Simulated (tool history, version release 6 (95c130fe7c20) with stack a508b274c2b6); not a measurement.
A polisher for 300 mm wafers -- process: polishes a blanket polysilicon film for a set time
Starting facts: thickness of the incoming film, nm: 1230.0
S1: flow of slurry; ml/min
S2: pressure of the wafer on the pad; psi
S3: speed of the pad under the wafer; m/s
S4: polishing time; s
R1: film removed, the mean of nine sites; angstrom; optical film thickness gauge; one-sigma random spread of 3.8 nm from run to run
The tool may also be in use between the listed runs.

run 1 hour=0 | S1=310 S2=2.3 S3=1.28 S4=68 | R1=5250.4
run 2 hour=3.8 | S1=310 S2=2 S3=1.26 S4=68 | R1=4721.1
run 3 hour=6.9 | S1=310 S2=1.8 S3=1.22 S4=68 | R1=4196.1
run 4 hour=13.8 | S1=310 S2=1.8 S3=1.36 S4=68 | R1=4773.7
run 5 hour=22.5 | S1=310 S2=1.6 S3=1.3 S4=68 | R1=4034.7
run 6 hour=26.2 | S1=310 S2=1.5 S3=1.28 S4=68 | R1=3932.3
run 7 hour=30.9 | S1=310 S2=1.4 S3=1.24 S4=68 | R1=3658.6
run 8 hour=31.4 | S1=310 S2=1.3 S3=1.22 S4=68 | R1=3405.5

The next listed run, before its measurement:
run 9 hour=32.5 | S1=310 S2=1.2 S3=1.2 S4=68 | R1=?

{"run 9": {"R1": 3149.8}}

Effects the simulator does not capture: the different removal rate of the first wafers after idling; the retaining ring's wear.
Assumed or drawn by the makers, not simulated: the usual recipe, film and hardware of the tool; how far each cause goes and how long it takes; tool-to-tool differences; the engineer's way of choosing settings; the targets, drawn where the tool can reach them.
